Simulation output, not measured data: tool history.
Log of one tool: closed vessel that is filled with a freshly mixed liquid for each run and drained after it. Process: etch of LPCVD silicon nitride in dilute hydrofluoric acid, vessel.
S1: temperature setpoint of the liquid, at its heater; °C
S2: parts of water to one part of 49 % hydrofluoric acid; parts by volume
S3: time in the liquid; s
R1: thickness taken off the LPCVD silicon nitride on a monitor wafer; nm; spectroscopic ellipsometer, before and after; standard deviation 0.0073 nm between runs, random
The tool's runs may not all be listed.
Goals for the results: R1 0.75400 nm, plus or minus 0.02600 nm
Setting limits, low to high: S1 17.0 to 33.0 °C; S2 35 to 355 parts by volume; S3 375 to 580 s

Run 1, hour 0.0: S1 25.0 °C, S2 195 parts by volume, S3 580 s. Result: R1 1.38670 nm.
Run 2, hour 3.9: S1 23.5 °C, S2 200 parts by volume, S3 580 s. Result: R1 1.25420 nm.
Run 3, hour 12.6: S1 25.0 °C, S2 200 parts by volume, S3 580 s. Result: R1 1.38200 nm.
Run 4, hour 15.4: S1 25.0 °C, S2 200 parts by volume, S3 375 s. Result: R1 0.88114 nm.
Run 5, hour 20.6: S1 27.5 °C, S2 200 parts by volume, S3 375 s. Result: R1 1.02830 nm.
Run 6, hour 21.7: S1 24.5 °C, S2 200 parts by volume, S3 375 s. Result: R1 0.86947 nm.
Run 7, hour 27.6: S1 24.0 °C, S2 200 parts by volume, S3 375 s. Result: R1 0.83559 nm.
Run 8, hour 29.7: S1 23.5 °C, S2 200 parts by volume, S3 375 s. Result: R1 0.81380 nm.
Run 9, hour 30.5: S1 23.0 °C, S2 200 parts by volume, S3 375 s. Result: R1 0.79957 nm.

Consider the 5 candidate settings below. Which is the only one whose results all fall within their allowed miss of target?
Run A, hour 31.3: S1 20.0 °C, S2 165 parts by volume, S3 425 s. Result: R1 ?.
Run B, hour 31.3: S1 25.5 °C, S2 260 parts by volume, S3 450 s. Result: R1 ?.
Run C, hour 31.3: S1 23.0 °C, S2 210 parts by volume, S3 375 s. Result: R1 ?.
Run D, hour 31.3: S1 19.0 °C, S2 165 parts by volume, S3 435 s. Result: R1 ?.
Run E, hour 31.3: S1 27.5 °C, S2 340 parts by volume, S3 530 s. Result: R1 ?.

move       R1
   A  0.87481
   B  0.83921
   C  0.74034
   D  0.83780
   E  0.84928
A: its largest miss is bigger than the last run's
B: its largest miss is bigger than the last run's
C: all results in spec
D: its largest miss is bigger than the last run's
E: its largest miss is bigger than the last run's
Answer: C
